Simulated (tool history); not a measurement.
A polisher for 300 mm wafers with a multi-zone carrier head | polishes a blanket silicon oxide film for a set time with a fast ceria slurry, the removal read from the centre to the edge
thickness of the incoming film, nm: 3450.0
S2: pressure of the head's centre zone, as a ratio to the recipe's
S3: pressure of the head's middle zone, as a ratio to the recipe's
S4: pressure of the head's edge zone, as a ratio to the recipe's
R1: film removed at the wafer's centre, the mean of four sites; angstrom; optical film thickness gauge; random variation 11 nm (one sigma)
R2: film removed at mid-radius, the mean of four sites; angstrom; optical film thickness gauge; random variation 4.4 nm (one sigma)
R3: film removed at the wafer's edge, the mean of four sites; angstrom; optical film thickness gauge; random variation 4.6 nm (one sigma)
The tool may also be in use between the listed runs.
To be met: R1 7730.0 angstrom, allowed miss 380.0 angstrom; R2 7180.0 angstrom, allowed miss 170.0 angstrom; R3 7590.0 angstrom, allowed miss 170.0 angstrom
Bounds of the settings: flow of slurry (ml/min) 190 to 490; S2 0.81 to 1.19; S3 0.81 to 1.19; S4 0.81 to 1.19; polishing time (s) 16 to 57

{"run": 1, "hour": 0.0, "flow of slurry (ml/min)": 315, "S2": 1.0, "S3": 1.0, "S4": 1.0, "polishing time (s)": 36, "R1": 5564.7, "R2": 5138.9, "R3": 4913.2}
{"run": 2, "hour": 7.8, "flow of slurry (ml/min)": 315, "S2": 1.0, "S3": 1.0, "S4": 1.0, "polishing time (s)": 45, "R1": 6789.5, "R2": 6361.0, "R3": 6138.0}
{"run": 3, "hour": 13.1, "flow of slurry (ml/min)": 325, "S2": 1.0, "S3": 1.0, "S4": 1.06, "polishing time (s)": 46, "R1": 7041.3, "R2": 6552.5, "R3": 6447.3}
{"run": 4, "hour": 16.5, "flow of slurry (ml/min)": 325, "S2": 1.0, "S3": 1.0, "S4": 1.14, "polishing time (s)": 46, "R1": 7110.9, "R2": 6642.7, "R3": 6710.5}
{"run": 5, "hour": 19.3, "flow of slurry (ml/min)": 325, "S2": 1.0, "S3": 1.0, "S4": 1.14, "polishing time (s)": 54, "R1": 8080.7, "R2": 7776.3, "R3": 7960.8}
{"run": 6, "hour": 25.8, "flow of slurry (ml/min)": 310, "S2": 1.0, "S3": 0.98, "S4": 1.12, "polishing time (s)": 54, "R1": 8135.8, "R2": 7550.5, "R3": 7792.3}
{"run": 7, "hour": 29.1, "flow of slurry (ml/min)": 290, "S2": 0.99, "S3": 0.97, "S4": 1.12, "polishing time (s)": 54, "R1": 8274.6, "R2": 7489.1, "R3": 7831.4}
{"run": 8, "hour": 32.6, "flow of slurry (ml/min)": 290, "S2": 0.97, "S3": 0.96, "S4": 1.11, "polishing time (s)": 54, "R1": 7872.7, "R2": 7455.1, "R3": 7681.3}

4 next moves are on the table. One of them brings every result within its allowed miss. Which?
{"run": "A", "hour": 36.1, "flow of slurry (ml/min)": 260, "S2": 1.02, "S3": 0.89, "S4": 1.15, "polishing time (s)": 57, "R1": "?", "R2": "?", "R3": "?"}
{"run": "B", "hour": 36.1, "flow of slurry (ml/min)": 375, "S2": 0.89, "S3": 0.89, "S4": 1.15, "polishing time (s)": 54, "R1": "?", "R2": "?", "R3": "?"}
{"run": "C", "hour": 36.1, "flow of slurry (ml/min)": 190, "S2": 1.0, "S3": 0.97, "S4": 1.14, "polishing time (s)": 55, "R1": "?", "R2": "?", "R3": "?"}
{"run": "D", "hour": 36.1, "flow of slurry (ml/min)": 240, "S2": 0.99, "S3": 1.06, "S4": 1.08, "polishing time (s)": 55, "R1": "?", "R2": "?", "R3": "?"}

move=A R1=8781.1 R2=7243.8 R3=8325.6
move=B R1=7568.1 R2=7135.1 R3=8121.8
move=C R1=7869.2 R2=7150.0 R3=7702.3
move=D R1=8135.4 R2=8010.6 R3=7712.7
A: brings the result that was furthest off to its target, and leaves another outside
B: brings the result that was furthest off to its target, and leaves another outside
C: meets every target
D: further off than the last run
The right move is C.

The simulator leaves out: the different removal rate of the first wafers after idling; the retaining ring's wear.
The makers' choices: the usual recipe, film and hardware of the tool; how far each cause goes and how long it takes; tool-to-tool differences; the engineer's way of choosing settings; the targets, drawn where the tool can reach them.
